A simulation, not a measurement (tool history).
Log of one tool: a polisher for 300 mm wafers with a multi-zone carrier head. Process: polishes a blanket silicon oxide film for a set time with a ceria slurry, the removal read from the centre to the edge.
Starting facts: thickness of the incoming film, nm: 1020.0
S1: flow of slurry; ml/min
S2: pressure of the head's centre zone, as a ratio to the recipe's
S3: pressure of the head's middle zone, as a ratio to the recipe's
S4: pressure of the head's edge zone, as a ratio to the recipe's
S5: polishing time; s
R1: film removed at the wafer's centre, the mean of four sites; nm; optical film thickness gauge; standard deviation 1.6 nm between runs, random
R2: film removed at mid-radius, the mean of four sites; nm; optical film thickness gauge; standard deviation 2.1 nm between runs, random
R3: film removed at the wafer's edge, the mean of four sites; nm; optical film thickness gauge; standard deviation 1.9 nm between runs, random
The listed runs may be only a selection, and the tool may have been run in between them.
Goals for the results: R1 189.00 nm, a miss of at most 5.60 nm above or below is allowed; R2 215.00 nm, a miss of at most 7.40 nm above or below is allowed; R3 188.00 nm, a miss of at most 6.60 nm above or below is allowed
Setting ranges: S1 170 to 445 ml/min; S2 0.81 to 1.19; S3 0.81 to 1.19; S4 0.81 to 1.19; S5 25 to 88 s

run	hour	S1	S2	S3	S4	S5	R1	R2	R3
1	0.0	285	1.00	1.00	1.00	56	236.90	237.07	238.78
2	1.4	285	0.98	1.01	0.96	54	223.83	228.58	225.54
3	9.4	285	1.02	1.01	0.96	54	230.49	228.43	228.14
4	12.6	285	1.02	1.01	0.96	44	186.81	189.60	186.88
5	18.6	345	1.02	1.01	0.96	44	190.20	190.26	188.90
6	19.6	345	1.02	1.04	0.95	44	191.14	195.86	189.94
7	25.9	345	1.02	1.04	0.95	44	192.39	195.00	187.80
8	28.1	345	1.02	1.04	0.95	44	190.88	197.00	185.15
9	31.1	345	1.01	1.06	0.96	44	191.27	200.40	186.92

Below are 4 possible settings for the next run. Only one of them brings all results inside the allowed miss of their targets. Which is it?
A	34.1	345	0.99	1.05	1.01	46	?	?	?
B	34.1	335	0.98	1.13	0.90	45	?	?	?
C	34.1	355	1.03	1.01	0.90	44	?	?	?
D	34.1	385	1.03	0.96	0.93	45	?	?	?

move	R1	R2	R3
A	195.42	204.98	200.84
B	188.86	213.08	186.51
C	194.94	190.11	183.27
D	200.58	187.37	191.00
A: as far off as the last run
B: every result lands within tolerance
C: misses by more than the last run did
D: misses by more than the last run did
So the answer is move B, the one that meets all the targets.
